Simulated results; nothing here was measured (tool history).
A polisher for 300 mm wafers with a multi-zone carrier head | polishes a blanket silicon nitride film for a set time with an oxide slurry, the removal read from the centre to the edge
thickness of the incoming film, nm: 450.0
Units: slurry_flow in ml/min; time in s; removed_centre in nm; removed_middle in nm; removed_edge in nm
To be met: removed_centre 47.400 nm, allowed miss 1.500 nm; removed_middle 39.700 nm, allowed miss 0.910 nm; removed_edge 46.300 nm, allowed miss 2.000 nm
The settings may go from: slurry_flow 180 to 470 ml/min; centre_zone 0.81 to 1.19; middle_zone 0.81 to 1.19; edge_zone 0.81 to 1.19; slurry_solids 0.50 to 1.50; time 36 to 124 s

run 1 hour=0.0 | slurry_flow=300 centre_zone=1.00 middle_zone=1.00 edge_zone=1.00 slurry_solids=1.00 time=79 | removed_centre=32.296 removed_middle=32.113 removed_edge=32.451
run 2 hour=3.4 | slurry_flow=300 centre_zone=0.96 middle_zone=1.00 edge_zone=1.00 slurry_solids=1.00 time=79 | removed_centre=31.242 removed_middle=31.735 removed_edge=31.828
run 3 hour=10.0 | slurry_flow=300 centre_zone=0.96 middle_zone=0.94 edge_zone=1.00 slurry_solids=1.00 time=79 | removed_centre=30.938 removed_middle=30.531 removed_edge=32.511
run 4 hour=11.5 | slurry_flow=235 centre_zone=0.96 middle_zone=0.94 edge_zone=1.00 slurry_solids=1.00 time=79 | removed_centre=29.877 removed_middle=29.705 removed_edge=31.280
run 5 hour=16.5 | slurry_flow=270 centre_zone=1.00 middle_zone=0.95 edge_zone=1.04 slurry_solids=1.10 time=79 | removed_centre=33.227 removed_middle=32.123 removed_edge=34.612
run 6 hour=21.3 | slurry_flow=295 centre_zone=1.04 middle_zone=0.96 edge_zone=1.07 slurry_solids=1.15 time=79 | removed_centre=36.574 removed_middle=33.373 removed_edge=36.354
run 7 hour=25.8 | slurry_flow=295 centre_zone=1.04 middle_zone=0.96 edge_zone=1.07 slurry_solids=1.15 time=79 | removed_centre=36.058 removed_middle=33.175 removed_edge=35.531
run 8 hour=29.8 | slurry_flow=305 centre_zone=1.05 middle_zone=0.95 edge_zone=1.09 slurry_solids=1.25 time=80 | removed_centre=37.913 removed_middle=34.878 removed_edge=38.367
run 9 hour=38.6 | slurry_flow=310 centre_zone=1.07 middle_zone=0.95 edge_zone=1.11 slurry_solids=1.30 time=80 | removed_centre=40.034 removed_middle=35.488 removed_edge=39.938
run 10 hour=44.4 | slurry_flow=310 centre_zone=1.07 middle_zone=0.95 edge_zone=1.11 slurry_solids=1.30 time=80 | removed_centre=39.988 removed_middle=35.731 removed_edge=39.541
run 11 hour=49.6 | slurry_flow=310 centre_zone=1.08 middle_zone=0.95 edge_zone=1.13 slurry_solids=1.35 time=81 | removed_centre=41.944 removed_middle=36.264 removed_edge=41.932
run 12 hour=58.0 | slurry_flow=315 centre_zone=1.09 middle_zone=0.96 edge_zone=1.14 slurry_solids=1.40 time=81 | removed_centre=42.189 removed_middle=37.641 removed_edge=41.114
run 13 hour=66.3 | slurry_flow=325 centre_zone=1.10 middle_zone=0.95 edge_zone=1.15 slurry_solids=1.40 time=82 | removed_centre=44.032 removed_middle=37.915 removed_edge=43.089
run 14 hour=70.8 | slurry_flow=335 centre_zone=1.10 middle_zone=0.95 edge_zone=1.16 slurry_solids=1.40 time=82 | removed_centre=43.479 removed_middle=37.455 removed_edge=42.892
run 15 hour=79.2 | slurry_flow=335 centre_zone=1.11 middle_zone=0.94 edge_zone=1.17 slurry_solids=1.45 time=83 | removed_centre=45.623 removed_middle=38.158 removed_edge=44.148

4 next moves are on the table. One of them brings every result within its allowed miss. Which?
run A hour=87.6 | slurry_flow=340 centre_zone=1.07 middle_zone=0.89 edge_zone=1.12 slurry_solids=1.35 time=91 | removed_centre=? removed_middle=? removed_edge=?
run B hour=87.6 | slurry_flow=345 centre_zone=1.19 middle_zone=0.88 edge_zone=1.19 slurry_solids=1.45 time=86 | removed_centre=? removed_middle=? removed_edge=?
run C hour=87.6 | slurry_flow=350 centre_zone=1.10 middle_zone=1.02 edge_zone=1.15 slurry_solids=1.30 time=83 | removed_centre=? removed_middle=? removed_edge=?
run D hour=87.6 | slurry_flow=420 centre_zone=1.16 middle_zone=0.95 edge_zone=1.12 slurry_solids=1.45 time=88 | removed_centre=? removed_middle=? removed_edge=?

move=A removed_centre=46.503 removed_middle=39.620 removed_edge=46.282
move=B removed_centre=50.467 removed_middle=38.244 removed_edge=46.561
move=C removed_centre=43.029 removed_middle=39.914 removed_edge=42.075
move=D removed_centre=51.127 removed_middle=42.299 removed_edge=46.622
A: meets every target
B: further off than the last run
C: brings the result that was furthest off to its target, and leaves another outside
D: takes the result that was furthest off past its target
Move A is the one to make.

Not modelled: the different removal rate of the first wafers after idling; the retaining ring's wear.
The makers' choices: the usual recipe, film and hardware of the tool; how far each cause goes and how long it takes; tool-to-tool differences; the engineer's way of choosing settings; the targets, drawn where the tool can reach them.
